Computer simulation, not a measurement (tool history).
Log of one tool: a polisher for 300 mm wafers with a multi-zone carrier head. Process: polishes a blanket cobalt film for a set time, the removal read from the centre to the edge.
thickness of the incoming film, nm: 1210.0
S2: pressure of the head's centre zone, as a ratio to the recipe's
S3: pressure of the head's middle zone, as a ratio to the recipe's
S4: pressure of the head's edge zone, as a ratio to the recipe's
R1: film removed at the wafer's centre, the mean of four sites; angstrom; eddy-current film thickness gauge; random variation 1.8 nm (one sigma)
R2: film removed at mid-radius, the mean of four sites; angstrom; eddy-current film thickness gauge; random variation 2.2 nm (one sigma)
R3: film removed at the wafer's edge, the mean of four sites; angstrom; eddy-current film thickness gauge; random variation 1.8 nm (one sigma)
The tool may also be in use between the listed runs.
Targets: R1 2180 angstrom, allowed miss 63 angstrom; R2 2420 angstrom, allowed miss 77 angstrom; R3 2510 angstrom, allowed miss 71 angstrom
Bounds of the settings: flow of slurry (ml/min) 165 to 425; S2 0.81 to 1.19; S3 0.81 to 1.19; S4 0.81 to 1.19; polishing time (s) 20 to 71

run 1 hour=0 | flow_of_slurry_(ml/min)=275 S2=1 S3=1 S4=1 polishing_time_(s)=45 | R1=1831.6 R2=1890.3 R3=1797.3
run 2 hour=8 | flow_of_slurry_(ml/min)=305 S2=1 S3=1 S4=1 polishing_time_(s)=45 | R1=1851.1 R2=1931.1 R3=1800.7
run 3 hour=9.2 | flow_of_slurry_(ml/min)=355 S2=1 S3=1 S4=1 polishing_time_(s)=45 | R1=1894.1 R2=1873 R3=1816.6
run 4 hour=15.1 | flow_of_slurry_(ml/min)=355 S2=1 S3=1.04 S4=1 polishing_time_(s)=45 | R1=1876.9 R2=1934.6 R3=1838.9
run 5 hour=17.1 | flow_of_slurry_(ml/min)=360 S2=0.99 S3=1.05 S4=1.02 polishing_time_(s)=46 | R1=1908.9 R2=2080.5 R3=1891.2
run 6 hour=19.5 | flow_of_slurry_(ml/min)=365 S2=0.98 S3=1.03 S4=1.04 polishing_time_(s)=47 | R1=1942.2 R2=2046.3 R3=1959
run 7 hour=21.3 | flow_of_slurry_(ml/min)=370 S2=0.97 S3=1.03 S4=1.06 polishing_time_(s)=48 | R1=1933.6 R2=2079.4 R3=2027
run 8 hour=27.2 | flow_of_slurry_(ml/min)=370 S2=0.97 S3=1.03 S4=1.08 polishing_time_(s)=49 | R1=1990.9 R2=2149.6 R3=2072.1
run 9 hour=32.1 | flow_of_slurry_(ml/min)=375 S2=0.96 S3=1.03 S4=1.09 polishing_time_(s)=50 | R1=2012.5 R2=2193.4 R3=2116.8

Which of these 5 next moves meets every target?
run A hour=37 | flow_of_slurry_(ml/min)=360 S2=0.9 S3=0.98 S4=1.12 polishing_time_(s)=62 | R1=? R2=? R3=?
run B hour=37 | flow_of_slurry_(ml/min)=375 S2=0.9 S3=0.99 S4=1.15 polishing_time_(s)=57 | R1=? R2=? R3=?
run C hour=37 | flow_of_slurry_(ml/min)=345 S2=1.19 S3=1.19 S4=0.91 polishing_time_(s)=46 | R1=? R2=? R3=?
run D hour=37 | flow_of_slurry_(ml/min)=295 S2=0.9 S3=0.9 S4=1.13 polishing_time_(s)=63 | R1=? R2=? R3=?
run E hour=37 | flow_of_slurry_(ml/min)=380 S2=0.95 S3=0.97 S4=1.12 polishing_time_(s)=58 | R1=? R2=? R3=?

move=A R1=2390.7 R2=2580.7 R3=2687.9
move=B R1=2204.5 R2=2399.3 R3=2509.7
move=C R1=2287.2 R2=2251.2 R3=1794.1
move=D R1=2391 R2=2408.6 R3=2717.7
move=E R1=2357.9 R2=2401.4 R3=2521.6
A: takes the result that was furthest off past its target
B: meets every target
C: further off than the last run
D: takes the result that was furthest off past its target
E: brings the result that was furthest off to its target, and leaves another outside
The right move is B.
